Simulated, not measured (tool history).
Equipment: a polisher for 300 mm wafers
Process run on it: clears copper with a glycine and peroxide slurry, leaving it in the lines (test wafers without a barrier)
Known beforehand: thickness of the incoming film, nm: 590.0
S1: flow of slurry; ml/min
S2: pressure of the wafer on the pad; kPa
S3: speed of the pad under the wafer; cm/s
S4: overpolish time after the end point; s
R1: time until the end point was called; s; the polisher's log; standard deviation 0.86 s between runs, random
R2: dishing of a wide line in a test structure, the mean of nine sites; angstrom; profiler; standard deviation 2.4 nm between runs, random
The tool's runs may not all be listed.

run,hour,S1,S2,S3,S4,R1,R2
1,0.0,135,22.8,128,25,91.055,791.58
2,3.6,135,22.8,128,35,88.436,920.08
3,9.9,135,22.8,100,35,111.370,815.80
4,12.8,135,22.8,100,26,109.830,665.79
5,20.6,135,20.0,100,26,118.170,623.18
6,23.3,135,21.4,108,24,105.710,661.39
7,26.5,135,22.8,114,23,98.137,670.67
8,28.7,135,24.1,118,23,93.798,712.22

The next listed run, before its measurement:
9,30.7,135,24.1,118,23,?,?

{"run 9": {"R1": 94.272, "R2": 716.29}}

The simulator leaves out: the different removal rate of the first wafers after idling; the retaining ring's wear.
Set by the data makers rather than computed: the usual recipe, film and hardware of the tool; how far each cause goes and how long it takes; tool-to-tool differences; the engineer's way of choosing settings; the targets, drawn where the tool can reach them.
